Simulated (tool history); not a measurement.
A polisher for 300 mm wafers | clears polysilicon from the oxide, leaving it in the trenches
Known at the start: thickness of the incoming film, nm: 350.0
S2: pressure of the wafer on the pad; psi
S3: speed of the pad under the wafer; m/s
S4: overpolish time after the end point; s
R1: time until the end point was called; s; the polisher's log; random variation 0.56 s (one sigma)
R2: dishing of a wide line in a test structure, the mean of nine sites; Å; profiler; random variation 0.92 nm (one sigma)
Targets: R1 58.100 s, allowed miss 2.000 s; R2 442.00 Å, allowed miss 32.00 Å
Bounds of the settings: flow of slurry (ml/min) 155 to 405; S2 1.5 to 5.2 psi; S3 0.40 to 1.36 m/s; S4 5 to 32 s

run 1 hour=0.0 | flow_of_slurry_(ml/min)=260 S2=3.3 S3=0.88 S4=16 | R1=23.037 R2=708.07
run 2 hour=2.3 | flow_of_slurry_(ml/min)=260 S2=2.9 S3=0.80 S4=13 | R1=27.766 R2=667.41
run 3 hour=6.2 | flow_of_slurry_(ml/min)=265 S2=2.6 S3=0.72 S4=11 | R1=32.812 R2=570.18
run 4 hour=14.1 | flow_of_slurry_(ml/min)=265 S2=3.1 S3=0.72 S4=11 | R1=28.158 R2=614.36
run 5 hour=20.0 | flow_of_slurry_(ml/min)=265 S2=2.7 S3=0.66 S4=10 | R1=33.756 R2=567.58
run 6 hour=23.0 | flow_of_slurry_(ml/min)=265 S2=3.0 S3=0.66 S4=10 | R1=30.235 R2=583.00
run 7 hour=24.3 | flow_of_slurry_(ml/min)=260 S2=2.0 S3=0.50 S4=5 | R1=53.303 R2=267.10
run 8 hour=29.4 | flow_of_slurry_(ml/min)=260 S2=1.9 S3=0.50 S4=9 | R1=55.942 R2=413.76
run 9 hour=34.0 | flow_of_slurry_(ml/min)=255 S2=1.9 S3=0.50 S4=10 | R1=55.798 R2=438.49
run 10 hour=39.1 | flow_of_slurry_(ml/min)=250 S2=1.9 S3=0.50 S4=10 | R1=56.166 R2=413.46
run 11 hour=44.9 | flow_of_slurry_(ml/min)=290 S2=1.7 S3=0.50 S4=17 | R1=60.891 R2=549.94
run 12 hour=48.1 | flow_of_slurry_(ml/min)=290 S2=1.7 S3=0.50 S4=16 | R1=61.223 R2=523.37
run 13 hour=52.7 | flow_of_slurry_(ml/min)=290 S2=1.7 S3=0.50 S4=16 | R1=59.584 R2=512.44
run 14 hour=55.8 | flow_of_slurry_(ml/min)=295 S2=1.7 S3=0.50 S4=15 | R1=61.047 R2=526.88
run 15 hour=56.6 | flow_of_slurry_(ml/min)=285 S2=1.7 S3=0.50 S4=14 | R1=60.720 R2=501.34
run 16 hour=58.5 | flow_of_slurry_(ml/min)=285 S2=1.7 S3=0.50 S4=13 | R1=60.992 R2=465.30

4 next moves are on the table. One of them brings every result within its allowed miss. Which?
run A hour=60.4 | flow_of_slurry_(ml/min)=290 S2=1.6 S3=0.54 S4=18 | R1=? R2=?
run B hour=60.4 | flow_of_slurry_(ml/min)=260 S2=1.8 S3=0.40 S4=14 | R1=? R2=?
run C hour=60.4 | flow_of_slurry_(ml/min)=250 S2=1.7 S3=0.62 S4=15 | R1=? R2=?
run D hour=60.4 | flow_of_slurry_(ml/min)=315 S2=2.0 S3=0.40 S4=11 | R1=? R2=?

move=A R1=61.515 R2=547.05
move=B R1=65.156 R2=469.18
move=C R1=54.454 R2=532.39
move=D R1=57.874 R2=437.20
A: further off than the last run
B: further off than the last run
C: takes the result that was furthest off past its target
D: meets every target
The right move is D.
